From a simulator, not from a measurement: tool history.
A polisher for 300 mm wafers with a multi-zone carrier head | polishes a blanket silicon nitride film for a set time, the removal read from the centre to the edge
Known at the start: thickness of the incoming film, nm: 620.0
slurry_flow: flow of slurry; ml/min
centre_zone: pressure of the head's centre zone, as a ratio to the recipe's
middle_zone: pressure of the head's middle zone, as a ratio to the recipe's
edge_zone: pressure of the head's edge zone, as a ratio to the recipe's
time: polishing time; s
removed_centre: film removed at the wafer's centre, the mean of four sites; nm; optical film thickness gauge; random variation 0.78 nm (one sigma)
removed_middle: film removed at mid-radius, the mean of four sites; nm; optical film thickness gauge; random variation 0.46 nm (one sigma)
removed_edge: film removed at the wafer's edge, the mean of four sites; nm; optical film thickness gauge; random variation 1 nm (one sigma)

Run 1, hour 0: slurry_flow 320 ml/min, centre_zone 1, middle_zone 1, edge_zone 1, time 84 s. Result: removed_centre 122.74 nm, removed_middle 124.74 nm, removed_edge 120.68 nm.
Run 2, hour 7.4: slurry_flow 315 ml/min, centre_zone 0.97, middle_zone 0.98, edge_zone 0.97, time 74 s. Result: removed_centre 104.65 nm, removed_middle 108.9 nm, removed_edge 103.15 nm.
Run 3, hour 9.7: slurry_flow 310 ml/min, centre_zone 0.94, middle_zone 0.94, edge_zone 0.95, time 68 s. Result: removed_centre 93.544 nm, removed_middle 95.239 nm, removed_edge 96.272 nm.
Run 4, hour 13.6: slurry_flow 310 ml/min, centre_zone 0.94, middle_zone 0.94, edge_zone 0.95, time 58 s. Result: removed_centre 79.506 nm, removed_middle 81.916 nm, removed_edge 80.758 nm.
Run 5, hour 21.3: slurry_flow 310 ml/min, centre_zone 0.97, middle_zone 0.94, edge_zone 0.95, time 58 s. Result: removed_centre 83.462 nm, removed_middle 80.609 nm, removed_edge 82.316 nm.
Run 6, hour 25.9: slurry_flow 310 ml/min, centre_zone 0.97, middle_zone 0.94, edge_zone 0.86, time 58 s. Result: removed_centre 84.13 nm, removed_middle 81.383 nm, removed_edge 77.817 nm.
Run 7, hour 32.3: slurry_flow 310 ml/min, centre_zone 0.94, middle_zone 0.93, edge_zone 0.85, time 56 s. Result: removed_centre 75.105 nm, removed_middle 78.242 nm, removed_edge 74.742 nm.
Run 8, hour 36.4: slurry_flow 310 ml/min, centre_zone 0.93, middle_zone 0.92, edge_zone 0.84, time 55 s. Result: removed_centre 76.298 nm, removed_middle 76.08 nm, removed_edge 72.575 nm.

The next listed run, before its measurement:
Run 9, hour 37.8: slurry_flow 305 ml/min, centre_zone 0.9, middle_zone 0.91, edge_zone 0.84, time 55 s. Result: removed_centre ?, removed_middle ?, removed_edge ?.

{"run 9": {"removed_centre": 72.74, "removed_middle": 75.275, "removed_edge": 73.028}}
